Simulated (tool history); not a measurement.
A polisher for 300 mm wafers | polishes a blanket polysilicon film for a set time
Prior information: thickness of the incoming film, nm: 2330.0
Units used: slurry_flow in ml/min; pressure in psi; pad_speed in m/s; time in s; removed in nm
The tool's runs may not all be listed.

| run | hour | slurry_flow | pressure | pad_speed | time | removed |
|---|---|---|---|---|---|---|
| 1 | 0.0 | 165 | 1.8 | 1.00 | 48 | 273.52 |
| 2 | 3.8 | 165 | 1.8 | 1.16 | 48 | 318.71 |
| 3 | 8.0 | 165 | 1.8 | 1.02 | 48 | 281.83 |
| 4 | 14.6 | 140 | 1.8 | 1.02 | 48 | 268.69 |
| 5 | 19.6 | 140 | 1.7 | 1.02 | 48 | 251.24 |
| 6 | 20.9 | 185 | 1.7 | 1.02 | 48 | 271.76 |
| 7 | 23.5 | 180 | 1.6 | 1.02 | 48 | 249.91 |
| 8 | 31.7 | 175 | 1.6 | 1.02 | 48 | 254.70 |
| 9 | 32.3 | 170 | 1.5 | 1.02 | 48 | 240.14 |

For run 10, what comes out?
| 10 | 33.9 | 165 | 1.5 | 1.02 | 48 | ? |

{"run 10": {"removed": 228.44}}
